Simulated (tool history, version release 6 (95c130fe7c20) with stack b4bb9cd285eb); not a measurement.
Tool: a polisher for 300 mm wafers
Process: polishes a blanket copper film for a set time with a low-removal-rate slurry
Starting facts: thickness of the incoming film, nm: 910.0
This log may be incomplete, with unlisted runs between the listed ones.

| run | hour | flow of slurry (ml/min) | pressure of the wafer on the pad (kPa) | speed of the pad under the wafer (cm/s) | abrasive content of the slurry | polishing time (s) | film removed (Å) |
|---|---|---|---|---|---|---|---|
| 1 | 0.0 | 210 | 20.7 | 120 | 1.00 | 27 | 849.18 |
| 2 | 6.8 | 210 | 20.7 | 120 | 0.95 | 27 | 841.11 |
| 3 | 8.8 | 210 | 23.4 | 120 | 0.95 | 27 | 937.49 |
| 4 | 11.7 | 210 | 22.8 | 120 | 0.95 | 27 | 910.31 |
| 5 | 19.9 | 210 | 22.1 | 120 | 0.95 | 27 | 890.17 |
| 6 | 25.9 | 260 | 22.1 | 120 | 0.95 | 27 | 906.55 |
| 7 | 30.9 | 260 | 21.4 | 120 | 0.95 | 27 | 896.53 |

Estimate the outcome of run 8 from the log above:
| 8 | 33.2 | 235 | 16.5 | 120 | 0.95 | 27 | ? |

{"run 8": {"film removed (Å)": 679.4}}

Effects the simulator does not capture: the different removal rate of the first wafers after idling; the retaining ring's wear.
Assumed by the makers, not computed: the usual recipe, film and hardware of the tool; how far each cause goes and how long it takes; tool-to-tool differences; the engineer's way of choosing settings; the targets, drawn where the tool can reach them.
